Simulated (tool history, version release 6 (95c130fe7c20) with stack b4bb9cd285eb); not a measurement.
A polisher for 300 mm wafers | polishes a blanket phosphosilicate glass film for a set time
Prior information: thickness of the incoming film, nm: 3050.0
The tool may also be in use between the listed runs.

run  hour  flow of slurry (ml/min)  pressure of the wafer on the pad (psi)  speed of the pad under the wafer (m/s)  abrasive content of the slurry  polishing time (s)  film removed (Å)
  1     0                      310                                     3.8                                    1.16                               1                 114            9500.4
  2   1.2                      310                                       4                                    1.18                               1                 114             10016
  3   8.6                      310                                       4                                    1.34                               1                 114             10610
  4  12.8                      345                                       4                                    1.34                               1                 114             10813
  5  18.4                      345                                     4.2                                    1.36                               1                 114             11260
  6  21.6                      345                                     4.4                                     1.4                               1                 114             11828
  7  23.9                      345                                     4.5                                    1.44                               1                 114             12348
  8    26                      345                                     4.5                                    1.44                               1                 114             12331
  9  32.8                      345                                     4.6                                    1.48                               1                 114             12512
 10  38.4                      345                                     4.7                                    1.52                               1                 114             12941
 11  43.9                      350                                     5.7                                    1.74                               1                 114             16630
 12  49.7                      355                                     5.8                                    1.78                             1.1                 115             18377
     54.3  -- conditioning disc replaced and pad reconditioned
 13  54.3                      355                                     5.9                                     1.8                            1.15                 115             31628

Run 14 is up next; what results do you expect?
 14  57.4                      350                                     4.9                                     1.8                            1.15                 115                 ?

Run 14 produced film removed (Å) 26367.
